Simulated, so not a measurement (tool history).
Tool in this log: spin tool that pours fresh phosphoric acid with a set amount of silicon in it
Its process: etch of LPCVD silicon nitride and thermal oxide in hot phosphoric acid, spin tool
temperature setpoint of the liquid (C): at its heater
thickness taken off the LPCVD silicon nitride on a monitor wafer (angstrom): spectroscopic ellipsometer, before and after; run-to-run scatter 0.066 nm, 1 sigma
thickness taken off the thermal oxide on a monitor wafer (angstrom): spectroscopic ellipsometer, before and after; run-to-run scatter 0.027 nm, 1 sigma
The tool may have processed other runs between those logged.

run  hour  temperature setpoint of the liquid (C)  silicon dissolved in the acid as it is poured (mg a litre)  time under the liquid (s)  thickness taken off the LPCVD silicon nitride on a monitor wafer (angstrom)  thickness taken off the thermal oxide on a monitor wafer (angstrom)
  1     0                                     162                                                        21.5                        175                                                                       135.65                                                               3.1368
  2   1.6                                   161.5                                                          17                        165                                                                       126.84                                                               3.1844
  3   5.3                                   161.5                                                        13.5                        155                                                                       118.11                                                               3.3067
  4  12.4                                   161.5                                                        13.5                         90                                                                       68.496                                                               1.8616
  5  13.8                                   162.5                                                        13.5                         90                                                                       70.589                                                               1.9499
  6  14.9                                     163                                                        10.5                         95                                                                       75.702                                                                2.329

Predict the results of run 7:
  7  16.3                                   163.5                                                         8.5                        100                                                                            ?                                                                    ?

Run 7 came out at thickness taken off the LPCVD silicon nitride on a monitor wafer (angstrom) 82.588, thickness taken off the thermal oxide on a monitor wafer (angstrom) 2.7582.
